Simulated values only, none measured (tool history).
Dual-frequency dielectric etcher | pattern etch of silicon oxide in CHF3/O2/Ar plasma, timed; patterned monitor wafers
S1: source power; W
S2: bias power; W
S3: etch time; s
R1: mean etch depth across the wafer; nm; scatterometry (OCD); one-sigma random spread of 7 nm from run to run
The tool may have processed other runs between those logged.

Run 1, day 0: S1 610 W, S2 213 W, S3 468.5 s. Result: R1 936.48 nm.
Run 2, day 0.367: S1 640 W, S2 216 W, S3 469 s. Result: R1 954.69 nm.
Run 3, day 0.538: S1 670 W, S2 219 W, S3 469.5 s. Result: R1 976.32 nm.
Run 4, day 0.821: S1 670 W, S2 206 W, S3 469.5 s. Result: R1 961.57 nm.
Run 5, day 0.988: S1 670 W, S2 206 W, S3 488 s. Result: R1 979.04 nm.
Run 6, day 1.038: S1 690 W, S2 209 W, S3 488 s. Result: R1 1016.1 nm.
Run 7, day 1.229: S1 700 W, S2 210 W, S3 488 s. Result: R1 1015.3 nm.

Expected results for the next run?
Run 8, day 1.479: S1 710 W, S2 212 W, S3 488 s. Result: R1 ?.

{"run 8": {"R1": 1027.8}}
